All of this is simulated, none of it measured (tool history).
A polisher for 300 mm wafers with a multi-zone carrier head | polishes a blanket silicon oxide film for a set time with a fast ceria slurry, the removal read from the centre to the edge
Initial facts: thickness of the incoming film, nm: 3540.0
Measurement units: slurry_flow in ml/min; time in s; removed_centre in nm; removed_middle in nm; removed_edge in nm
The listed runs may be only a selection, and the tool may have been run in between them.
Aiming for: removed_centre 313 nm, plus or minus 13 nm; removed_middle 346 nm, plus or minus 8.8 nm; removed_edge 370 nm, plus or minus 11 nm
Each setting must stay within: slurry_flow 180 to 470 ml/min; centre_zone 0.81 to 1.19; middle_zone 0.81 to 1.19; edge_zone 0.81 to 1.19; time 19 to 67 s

run	hour	slurry_flow	centre_zone	middle_zone	edge_zone	time	removed_centre	removed_middle	removed_edge
1	0	300	1	1	1	43	525.66	543.33	543.1
2	7.4	295	0.97	0.97	0.98	40	487.65	495.76	506.44
3	14.8	290	0.94	0.96	0.98	37	425.17	458.37	465.67
4	18.8	290	0.94	0.96	0.9	37	438.01	457.04	455.36
5	24.2	285	0.92	0.94	0.9	35	399.89	426.28	428.6
6	27.5	285	0.92	0.88	0.9	35	390.35	398.56	430.5
7	35.1	280	0.9	0.87	0.89	34	380.43	387.17	417.84
8	37.5	255	0.81	0.88	0.9	28	279.74	319.17	343.62
9	42.8	275	0.82	0.88	0.91	28	281.53	319.68	346.76
10	51.3	275	0.83	0.89	0.92	28	288.62	324.28	342.7
11	57.5	270	0.84	0.89	0.93	28	288.95	324.17	347.81
12	59.3	275	0.85	0.89	0.94	28	293.16	320.36	352.52
13	62.8	280	0.85	0.9	0.95	28	286.98	325.58	349.27
14	64.4	310	0.92	0.92	1.01	30	343.28	365.26	386.98

5 next moves are on the table. One of them brings every result within its allowed miss. Which?
A	66	305	0.84	0.96	1.02	31	?	?	?
B	66	275	0.81	0.85	0.99	29	?	?	?
C	66	245	0.83	0.87	1.05	29	?	?	?
D	66	415	1.04	1.15	0.94	28	?	?	?
E	66	225	0.9	0.95	1.06	29	?	?	?

move	removed_centre	removed_middle	removed_edge
A	325.75	380.53	404.99
B	290.96	319.29	372.92
C	295.19	322.37	378.57
D	373.97	408.9	359.73
E	317.94	344.2	377.5
A: brings the result that was furthest off to its target, and leaves another outside
B: carries the result that was furthest off beyond its target, to the other side
C: carries the result that was furthest off beyond its target, to the other side
D: the biggest miss grows against the last run
E: each result inside its tolerance
Go with E: it meets all targets.
